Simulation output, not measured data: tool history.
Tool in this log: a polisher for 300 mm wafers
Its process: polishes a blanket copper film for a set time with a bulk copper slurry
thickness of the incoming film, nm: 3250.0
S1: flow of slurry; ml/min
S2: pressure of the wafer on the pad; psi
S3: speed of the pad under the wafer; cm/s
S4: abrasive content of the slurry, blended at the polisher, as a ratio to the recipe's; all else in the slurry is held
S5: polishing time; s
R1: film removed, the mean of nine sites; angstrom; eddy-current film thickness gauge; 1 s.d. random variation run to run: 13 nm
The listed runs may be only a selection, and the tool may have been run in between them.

run	hour	S1	S2	S3	S4	S5	R1
1	0.0	275	3.4	140	1.0	94	13990
2	4.7	220	3.4	140	1.0	94	13594
3	10.8	220	3.2	140	1.0	94	12997
4	18.5	285	3.2	140	1.0	94	12946
5	25.7	310	3.2	140	1.0	94	13253
6	31.1	310	3.2	140	0.9	94	12881
7	39.6	310	3.0	140	0.9	94	12073

Run 8 is up next; what results do you expect?
8	43.8	310	2.9	140	0.9	94	?

Logged for run 8: R1 11834 angstrom.
